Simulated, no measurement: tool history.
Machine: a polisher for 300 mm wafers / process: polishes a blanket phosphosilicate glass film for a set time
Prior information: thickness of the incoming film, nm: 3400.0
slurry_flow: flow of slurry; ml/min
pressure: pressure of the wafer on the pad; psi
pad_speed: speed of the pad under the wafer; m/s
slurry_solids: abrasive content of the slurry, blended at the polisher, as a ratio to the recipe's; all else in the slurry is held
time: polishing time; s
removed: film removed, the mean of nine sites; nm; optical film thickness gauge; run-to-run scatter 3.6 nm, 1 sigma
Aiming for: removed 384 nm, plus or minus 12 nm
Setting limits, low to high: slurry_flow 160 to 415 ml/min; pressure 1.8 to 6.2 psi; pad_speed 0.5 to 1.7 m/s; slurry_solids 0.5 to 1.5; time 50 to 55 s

run,day,slurry_flow,pressure,pad_speed,slurry_solids,time,removed
1,0,265,4,1.1,1,55,639.93
2,0.15,295,4,1.1,1,55,644.75
3,0.283,295,4,1.1,1.15,55,687.03
4,0.596,295,3.4,1.1,1.15,55,593.98
5,0.888,295,3.4,0.88,1.15,55,489.12
6,1.017,295,4.1,0.88,1.15,55,583.01
7,1.308,295,3.7,0.88,1.15,55,533.64
8,1.429,295,3.4,0.88,1.15,55,489.76
9,1.512,295,3.2,0.88,1.15,55,456.81

4 next moves are on the table. One of them brings every result within its allowed miss. Which?
A,1.596,330,2.8,0.78,1.2,55,?
B,1.596,350,4.2,0.56,1.4,50,?
C,1.596,295,3,0.72,1.1,53,?
D,1.596,305,3,0.88,1.05,55,?

move,removed
A,379.66
B,418.97
C,349.17
D,417.76
A: each result inside its tolerance
B: an improvement on the last run, though not all results are within tolerance
C: moves the result that the last run missed by most past its target, out the other side
D: an improvement on the last run, though not all results are within tolerance
Move A is the one to make.
